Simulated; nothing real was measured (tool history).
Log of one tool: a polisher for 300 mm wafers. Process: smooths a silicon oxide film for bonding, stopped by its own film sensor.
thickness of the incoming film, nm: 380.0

run  hour  flow of slurry (ml/min)  pressure of the wafer on the pad (kPa)  speed of the pad under the wafer (cm/s)  abrasive content of the slurry  target thickness at which the film sensor stops the polish (angstrom)  time until the film sensor stopped the polish (s)
  1     0                      255                                    11.7                                      106                               1                                                                   3270                                             71.943
  2   1.6                      255                                    12.4                                      106                               1                                                                   3270                                             67.269
  3   6.1                      255                                    13.1                                      106                               1                                                                   3270                                             63.645
  4   8.3                      255                                    13.1                                      132                               1                                                                   3270                                             54.267
  5  16.1                      255                                    13.8                                      132                               1                                                                   3270                                             51.579
  6  17.7                      255                                    13.8                                      106                               1                                                                   3270                                              61.78
  7  21.2                      255                                    14.5                                      106                               1                                                                   3270                                              58.88

Run 8 comes next. What will it give?
  8  24.7                      255                                    15.2                                      106                               1                                                                   3270                                                  ?

time until the film sensor stopped the polish (s): 56.3
